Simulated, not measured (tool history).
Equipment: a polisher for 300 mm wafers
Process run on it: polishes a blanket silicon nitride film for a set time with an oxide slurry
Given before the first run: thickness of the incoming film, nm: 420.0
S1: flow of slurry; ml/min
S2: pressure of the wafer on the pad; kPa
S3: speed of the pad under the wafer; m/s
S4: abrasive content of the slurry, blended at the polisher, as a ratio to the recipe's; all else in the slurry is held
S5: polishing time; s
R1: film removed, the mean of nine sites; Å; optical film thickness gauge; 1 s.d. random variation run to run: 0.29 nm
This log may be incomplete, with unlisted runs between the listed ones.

| run | hour | S1 | S2 | S3 | S4 | S5 | R1 |
|---|---|---|---|---|---|---|---|
| 1 | 0 | 320 | 22.8 | 1.34 | 1 | 29 | 173.85 |
| 2 | 6.1 | 320 | 22.8 | 1.34 | 1.2 | 29 | 187.41 |
| 3 | 6.9 | 320 | 26.9 | 1.34 | 1.2 | 29 | 222.17 |
| 4 | 10.9 | 320 | 26.9 | 1.34 | 1.2 | 26 | 199.69 |
| 5 | 14.1 | 320 | 30.3 | 1.34 | 1.2 | 26 | 225.24 |
| 6 | 23 | 320 | 31.7 | 1.34 | 1.2 | 26 | 230.43 |
| 7 | 31.8 | 320 | 32.4 | 1.36 | 1.2 | 26 | 243.04 |

The next listed run, before its measurement:
| 8 | 34.4 | 320 | 33.1 | 1.36 | 1.2 | 26 | ? |

Run 8 produced R1 245.41 Å.

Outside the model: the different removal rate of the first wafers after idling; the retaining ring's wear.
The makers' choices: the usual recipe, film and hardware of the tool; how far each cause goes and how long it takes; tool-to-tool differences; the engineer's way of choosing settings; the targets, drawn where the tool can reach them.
